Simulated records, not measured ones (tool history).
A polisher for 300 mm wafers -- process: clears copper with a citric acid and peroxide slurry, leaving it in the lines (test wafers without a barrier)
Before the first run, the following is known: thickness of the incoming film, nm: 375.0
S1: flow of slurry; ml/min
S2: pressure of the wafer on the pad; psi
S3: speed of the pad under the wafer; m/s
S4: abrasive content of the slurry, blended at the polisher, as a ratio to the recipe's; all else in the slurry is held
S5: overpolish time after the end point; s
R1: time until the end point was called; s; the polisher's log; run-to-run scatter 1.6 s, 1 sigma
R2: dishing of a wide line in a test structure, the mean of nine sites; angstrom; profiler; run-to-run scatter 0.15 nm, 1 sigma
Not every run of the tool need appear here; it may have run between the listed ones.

run 1 day=0 | S1=315 S2=3.9 S3=1.08 S4=1 S5=24 | R1=141.66 R2=471.54
run 2 day=0.117 | S1=315 S2=3.5 S3=1.1 S4=1 S5=21 | R1=158.7 R2=384.17
run 3 day=0.304 | S1=315 S2=2.7 S3=1.1 S4=1 S5=21 | R1=205.03 R2=312.04
run 4 day=0.421 | S1=315 S2=2.7 S3=0.86 S4=1 S5=21 | R1=259.33 R2=260.09
run 5 day=0.617 | S1=335 S2=2.5 S3=0.92 S4=1.1 S5=18 | R1=251.42 R2=229.81
run 6 day=0.762 | S1=335 S2=3.4 S3=0.92 S4=1.1 S5=18 | R1=188.58 R2=298.36
run 7 day=1.079 | S1=335 S2=2.3 S3=1.22 S4=1.1 S5=7 | R1=208.43 R2=111.39
run 8 day=1.396 | S1=335 S2=2.4 S3=1.22 S4=1.1 S5=7 | R1=202.76 R2=118.88
run 9 day=1.446 | S1=335 S2=2.5 S3=1.22 S4=1.1 S5=7 | R1=193.74 R2=121.19
run 10 day=1.825 | S1=335 S2=2.6 S3=1.22 S4=1.1 S5=7 | R1=186.22 R2=126.83

What will run 11 give?
-- day=2.038 head pressure recalibrated
run 11 day=2.038 | S1=335 S2=2.7 S3=1.22 S4=1.1 S5=7 | R1=? R2=?

R1: 164.29 s
R2: 145.26 angstrom

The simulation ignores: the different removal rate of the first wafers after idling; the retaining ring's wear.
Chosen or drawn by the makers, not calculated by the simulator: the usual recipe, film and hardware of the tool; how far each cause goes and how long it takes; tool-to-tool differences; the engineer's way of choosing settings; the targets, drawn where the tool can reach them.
